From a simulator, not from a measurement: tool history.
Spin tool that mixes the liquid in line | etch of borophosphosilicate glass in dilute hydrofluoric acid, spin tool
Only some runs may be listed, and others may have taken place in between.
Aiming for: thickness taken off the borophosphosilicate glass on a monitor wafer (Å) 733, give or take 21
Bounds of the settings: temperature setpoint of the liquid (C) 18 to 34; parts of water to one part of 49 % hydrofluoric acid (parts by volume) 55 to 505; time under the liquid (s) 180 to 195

run    day  temperature setpoint of the liquid (C)  parts of water to one part of 49 % hydrofluoric acid (parts by volume)  time under the liquid (s)  thickness taken off the borophosphosilicate glass on a monitor wafer (Å)
  1      0                                      26                                                                     280                        180                                                                    226.87
  2  0.258                                      26                                                                     280                        180                                                                    226.91
  3    0.3                                    22.5                                                                     280                        180                                                                    201.96
  4  0.604                                    22.5                                                                     350                        180                                                                    149.04
  5  0.692                                    22.5                                                                     395                        180                                                                       128
  6  0.738                                    22.5                                                                     395                        180                                                                    126.67
  7  0.988                                    24.5                                                                     320                        180                                                                    182.24
  8  1.196                                    26.5                                                                     260                        180                                                                    256.23
  9  1.421                                      28                                                                     220                        180                                                                    329.15
 10  1.446                                      29                                                                     190                        180                                                                    415.79
 11  1.683                                      30                                                                     175                        180                                                                    470.83
 12  1.825                                      31                                                                     165                        180                                                                    527.33
 13      2                                    31.5                                                                     155                        180                                                                    578.53
 14  2.288                                      34                                                                     120                        180                                                                    869.56
 15  2.429                                    33.5                                                                     120                        180                                                                    844.17
 16  2.692                                      33                                                                     120                        180                                                                    830.48
     2.996  -- hydrofluoric acid flow meter replaced
 17  2.996                                    32.5                                                                     120                        180                                                                    925.76
 18   3.05                                    32.5                                                                     125                        180                                                                    875.86
 19   3.15                                      31                                                                     125                        180                                                                    835.04
 20  3.438                                      31                                                                     130                        180                                                                    792.86
 21  3.738                                      31                                                                     135                        180                                                                    761.49

5 candidate next runs follow, results not yet known. Just one meets every target within its allowed miss. Identify it.
  A  4.038                                      31                                                                     155                        195                                                                         ?
  B  4.038                                      32                                                                     140                        185                                                                         ?
  C  4.038                                      28                                                                     135                        195                                                                         ?
  D  4.038                                      34                                                                     160                        180                                                                         ?
  E  4.038                                      34                                                                     145                        185                                                                         ?

move  thickness taken off the borophosphosilicate glass on a monitor wafer (Å)
   A                                                                    701.36
   B                                                                    779.01
   C                                                                    741.32
   D                                                                    691.44
   E                                                                    801.11
A: the result that was furthest off in the last run now lies on the other side of its target
B: further off than the last run
C: in spec on every target
D: the result that was furthest off in the last run now lies on the other side of its target
E: further off than the last run
The move that meets every target is C.
